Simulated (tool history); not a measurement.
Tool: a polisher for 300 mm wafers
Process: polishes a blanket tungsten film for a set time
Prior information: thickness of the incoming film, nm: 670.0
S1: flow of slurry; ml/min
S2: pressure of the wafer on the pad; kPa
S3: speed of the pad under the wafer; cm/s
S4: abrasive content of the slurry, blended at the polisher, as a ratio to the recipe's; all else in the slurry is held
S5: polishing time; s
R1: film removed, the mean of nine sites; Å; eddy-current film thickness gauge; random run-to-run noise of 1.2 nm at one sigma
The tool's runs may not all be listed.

run 1 hour=0 | S1=210 S2=20 S3=124 S4=1 S5=63 | R1=2411
run 2 hour=5.5 | S1=210 S2=20 S3=110 S4=1 S5=63 | R1=2153.4
run 3 hour=11.7 | S1=200 S2=18.6 S3=110 S4=1 S5=63 | R1=1997.3
run 4 hour=13.3 | S1=200 S2=15.2 S3=110 S4=1 S5=63 | R1=1635.2
run 5 hour=22.2 | S1=180 S2=15.2 S3=110 S4=1 S5=63 | R1=1617.6
run 6 hour=31.1 | S1=150 S2=15.2 S3=110 S4=1 S5=63 | R1=1544.8
run 7 hour=35 | S1=150 S2=15.2 S3=110 S4=1 S5=63 | R1=1563.3

The next listed run, before its measurement:
run 8 hour=40.2 | S1=165 S2=15.2 S3=110 S4=1 S5=63 | R1=?

R1: 1594 Å
